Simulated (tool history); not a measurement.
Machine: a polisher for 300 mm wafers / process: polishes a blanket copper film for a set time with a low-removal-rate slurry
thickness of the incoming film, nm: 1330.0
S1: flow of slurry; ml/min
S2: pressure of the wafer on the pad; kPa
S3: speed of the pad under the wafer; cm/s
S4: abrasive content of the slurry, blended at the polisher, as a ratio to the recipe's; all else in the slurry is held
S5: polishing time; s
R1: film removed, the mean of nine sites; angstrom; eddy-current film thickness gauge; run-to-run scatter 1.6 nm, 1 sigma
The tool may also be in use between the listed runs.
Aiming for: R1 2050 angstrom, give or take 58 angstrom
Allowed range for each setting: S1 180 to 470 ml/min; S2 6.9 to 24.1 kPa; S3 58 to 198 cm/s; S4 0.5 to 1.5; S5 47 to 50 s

run    day   S1    S2   S3  S4  S5      R1
  1      0  300  15.2  128   1  47  1502.6
  2  0.254  300  13.1  128   1  47    1318
  3  0.604  300  15.2  128   1  47  1495.2
  4  0.979  300  15.2  154   1  47  1734.6
  5  1.108  250  15.2  154   1  47  1717.7
  6   1.25  250  15.2  154   1  50  1799.3
  7  1.529  250  15.2  154   1  50  1823.3
  8  1.825  270  15.9  154   1  50  1879.3
  9  2.158  270  16.5  154   1  50  1939.7

Which single option among these 4 for the next run brings every result within its allowed miss of target? Just one does.
  A  2.492  300  18.6  154     1  50   ?
  B  2.492  230  17.2  180  0.85  50   ?
  C  2.492  180  15.2  188  0.85  49   ?
  D  2.492  325  17.2  162   0.8  50   ?

move      R1
   A  2175.3
   B  2171.7
   C    1913
   D  2043.4
A: the result that was furthest off in the last run now lies on the other side of its target
B: the result that was furthest off in the last run now lies on the other side of its target
C: lands further from the targets than the last run did
D: hits every target within its allowed miss
So the answer is move D, the one that meets all the targets.

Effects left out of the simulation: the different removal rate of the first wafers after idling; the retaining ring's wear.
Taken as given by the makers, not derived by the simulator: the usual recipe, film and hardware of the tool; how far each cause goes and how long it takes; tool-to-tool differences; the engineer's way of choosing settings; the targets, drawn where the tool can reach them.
